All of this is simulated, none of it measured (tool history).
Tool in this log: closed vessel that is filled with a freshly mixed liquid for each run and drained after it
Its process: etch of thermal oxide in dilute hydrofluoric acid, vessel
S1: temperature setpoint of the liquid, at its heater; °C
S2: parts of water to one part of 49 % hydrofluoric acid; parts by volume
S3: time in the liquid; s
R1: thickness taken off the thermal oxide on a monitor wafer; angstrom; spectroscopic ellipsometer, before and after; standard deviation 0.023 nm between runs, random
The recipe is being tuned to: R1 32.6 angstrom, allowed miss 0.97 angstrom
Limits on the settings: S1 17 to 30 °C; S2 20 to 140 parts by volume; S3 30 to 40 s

run 1 hour=0 | S1=22 S2=75 S3=40 | R1=29.322
run 2 hour=7.2 | S1=22.5 S2=75 S3=40 | R1=29.76
run 3 hour=10.1 | S1=20 S2=75 S3=40 | R1=26.845
run 4 hour=12 | S1=21 S2=75 S3=40 | R1=27.782
run 5 hour=15.3 | S1=21.5 S2=75 S3=40 | R1=28.427
run 6 hour=20.4 | S1=21.5 S2=85 S3=40 | R1=25.158
run 7 hour=22.4 | S1=22.5 S2=85 S3=40 | R1=26.172
run 8 hour=23.4 | S1=23.5 S2=85 S3=40 | R1=26.87
run 9 hour=25.8 | S1=23.5 S2=85 S3=40 | R1=27.259
-- hour=28.9 hydrofluoric acid flow meter replaced
run 10 hour=28.9 | S1=24 S2=85 S3=40 | R1=24.856
run 11 hour=30.4 | S1=24 S2=85 S3=40 | R1=24.986
run 12 hour=31.4 | S1=24 S2=85 S3=40 | R1=24.914
run 13 hour=39.2 | S1=24 S2=80 S3=40 | R1=26.663
run 14 hour=41.6 | S1=24 S2=75 S3=40 | R1=28.389
run 15 hour=42.4 | S1=24 S2=70 S3=40 | R1=30.415

Next run, 4 choices. One meets every target within its allowed miss, the rest don't. Which?
run A hour=43.2 | S1=25 S2=65 S3=30 | R1=?
run B hour=43.2 | S1=23.5 S2=65 S3=40 | R1=?
run C hour=43.2 | S1=24.5 S2=60 S3=30 | R1=?
run D hour=43.2 | S1=22 S2=55 S3=30 | R1=?

move=A R1=26.134
move=B R1=32.787
move=C R1=27.929
move=D R1=27.666
A: lands further from the targets than the last run did
B: every result lands within tolerance
C: lands further from the targets than the last run did
D: lands further from the targets than the last run did
The right move is B.
